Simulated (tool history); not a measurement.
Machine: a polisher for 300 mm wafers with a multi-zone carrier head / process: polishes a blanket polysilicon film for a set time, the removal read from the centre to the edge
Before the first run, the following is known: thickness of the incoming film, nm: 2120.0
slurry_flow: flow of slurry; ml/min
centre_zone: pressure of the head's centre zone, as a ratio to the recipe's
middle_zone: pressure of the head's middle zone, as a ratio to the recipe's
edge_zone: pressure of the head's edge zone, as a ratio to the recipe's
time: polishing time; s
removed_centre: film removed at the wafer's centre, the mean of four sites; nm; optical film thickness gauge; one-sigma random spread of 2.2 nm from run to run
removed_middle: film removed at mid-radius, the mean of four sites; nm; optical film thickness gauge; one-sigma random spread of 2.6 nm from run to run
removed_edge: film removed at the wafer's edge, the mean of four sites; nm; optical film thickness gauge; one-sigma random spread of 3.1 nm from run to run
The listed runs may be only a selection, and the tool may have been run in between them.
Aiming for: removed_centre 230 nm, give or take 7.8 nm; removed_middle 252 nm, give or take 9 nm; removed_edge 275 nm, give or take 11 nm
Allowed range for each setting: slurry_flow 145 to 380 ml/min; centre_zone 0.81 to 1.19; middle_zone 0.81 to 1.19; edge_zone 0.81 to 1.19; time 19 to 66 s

run	hour	slurry_flow	centre_zone	middle_zone	edge_zone	time	removed_centre	removed_middle	removed_edge
1	0	245	1	1	1	42	368.16	386.2	378.94
2	1.6	245	1	0.96	1	42	364.7	370.66	378.08
3	6.4	245	1	0.9	1	42	367.98	355.17	381
4	14.7	245	1	0.9	1	34	298.68	283.91	307.52
5	23.5	240	0.97	0.89	0.98	34	288.56	280.77	301.71
6	26	240	0.97	0.89	0.91	34	286.29	277.96	301.87
7	30.5	235	0.94	0.89	0.91	33	271.66	269.35	290.1
8	34.8	230	0.91	0.89	0.91	33	262.09	274.16	287.01
9	36	225	0.89	0.87	0.91	33	252.98	266.01	285.89
10	43.8	220	0.88	0.86	0.91	33	250.92	260.56	280.67

Which one of the following 5 next-run settings gets every result inside its allowed miss? There is exactly one.
A	51.6	195	0.83	0.84	0.89	33	?	?	?
B	51.6	230	0.92	0.86	0.91	32	?	?	?
C	51.6	240	0.89	0.84	0.91	32	?	?	?
D	51.6	205	0.84	0.86	0.9	30	?	?	?
E	51.6	195	0.91	0.83	0.83	34	?	?	?

move	removed_centre	removed_middle	removed_edge
A	234.28	246.32	285
B	259.43	249.75	284.54
C	252.51	246.44	285.88
D	217.62	230.2	261.97
E	264.84	251.23	284.61
A: all results in spec
B: its largest miss is bigger than the last run's
C: its largest miss is bigger than the last run's
D: moves the result that the last run missed by most past its target, out the other side
E: its largest miss is bigger than the last run's
Answer: A

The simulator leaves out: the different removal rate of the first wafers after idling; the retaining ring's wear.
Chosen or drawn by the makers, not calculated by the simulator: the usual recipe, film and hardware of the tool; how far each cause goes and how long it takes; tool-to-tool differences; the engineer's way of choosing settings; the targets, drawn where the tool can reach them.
